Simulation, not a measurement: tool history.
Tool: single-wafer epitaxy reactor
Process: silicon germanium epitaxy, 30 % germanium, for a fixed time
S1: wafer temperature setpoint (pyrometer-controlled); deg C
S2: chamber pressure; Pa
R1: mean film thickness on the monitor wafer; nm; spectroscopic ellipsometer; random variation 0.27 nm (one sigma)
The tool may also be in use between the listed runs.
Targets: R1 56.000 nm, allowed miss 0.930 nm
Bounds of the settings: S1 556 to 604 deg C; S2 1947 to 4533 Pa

{"run": 1, "hour": 0.0, "S1": 580, "S2": 3240, "R1": 44.18}
{"run": 2, "hour": 7.3, "S1": 580, "S2": 3466, "R1": 45.52}
{"run": 3, "hour": 11.2, "S1": 582, "S2": 3466, "R1": 47.06}
{"run": 4, "hour": 18.5, "S1": 573, "S2": 3466, "R1": 39.59}
{"run": 5, "hour": 21.4, "S1": 576, "S2": 3480, "R1": 41.757}
{"run": 6, "hour": 24.4, "S1": 579, "S2": 3493, "R1": 44.255}
{"run": 7, "hour": 29.7, "S1": 581, "S2": 3506, "R1": 46.469}
{"run": 8, "hour": 32.8, "S1": 583, "S2": 3506, "R1": 48.929}
{"run": 9, "hour": 35.5, "S1": 584, "S2": 3506, "R1": 49.658}

Which of these 4 next moves meets every target?
{"run": "A", "hour": 38.2, "S1": 590, "S2": 3173, "R1": "?"}
{"run": "B", "hour": 38.2, "S1": 587, "S2": 3773, "R1": "?"}
{"run": "C", "hour": 38.2, "S1": 588, "S2": 3533, "R1": "?"}
{"run": "D", "hour": 38.2, "S1": 586, "S2": 4533, "R1": "?"}

move=A R1=53.972
move=B R1=53.860
move=C R1=53.746
move=D R1=56.213
A: nearer than the last run, and not there yet
B: nearer than the last run, and not there yet
C: nearer than the last run, and not there yet
D: meets every target
The right move is D.
